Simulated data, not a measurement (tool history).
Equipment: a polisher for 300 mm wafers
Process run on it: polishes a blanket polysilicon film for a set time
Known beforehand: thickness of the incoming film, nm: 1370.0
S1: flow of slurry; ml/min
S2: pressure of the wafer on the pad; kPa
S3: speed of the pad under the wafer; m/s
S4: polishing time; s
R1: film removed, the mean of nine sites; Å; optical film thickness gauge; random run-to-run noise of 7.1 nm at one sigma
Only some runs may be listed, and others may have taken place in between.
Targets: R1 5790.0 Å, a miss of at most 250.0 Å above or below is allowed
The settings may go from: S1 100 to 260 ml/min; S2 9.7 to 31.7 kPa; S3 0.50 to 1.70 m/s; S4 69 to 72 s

run  hour   S1    S2    S3  S4      R1
  1   0.0  165  20.7  1.10  69  6536.4
  2   7.8  165  20.0  1.10  69  6130.0
  3  13.7  165  20.0  0.84  69  4872.1
  4  19.2  165  20.0  0.84  72  5103.8
  5  27.2  185  20.0  0.84  72  5100.1
  6  33.1  185  20.0  0.84  72  5110.0
  7  35.5  185  20.7  0.84  72  5283.0
  8  44.5  185  21.4  0.84  72  5496.8
     49.2  -- head pressure recalibrated
  9  49.2  190  22.8  0.84  72  6332.7
 10  54.7  190  22.1  0.84  72  6210.3

Pick the move, out of 4, that brings all results within their allowed miss; only one does.
  A  60.2  180  17.2  1.08  69   ?
  B  60.2  230  21.4  0.96  69   ?
  C  60.2  195  24.1  0.82  72   ?
  D  60.2  205  27.6  0.80  69   ?

move      R1
   A  5885.4
   B  6691.1
   C  6603.6
   D  7090.3
A: all results in spec
B: moves away from the targets compared with the last run
C: moves away from the targets compared with the last run
D: moves away from the targets compared with the last run
Answer: A
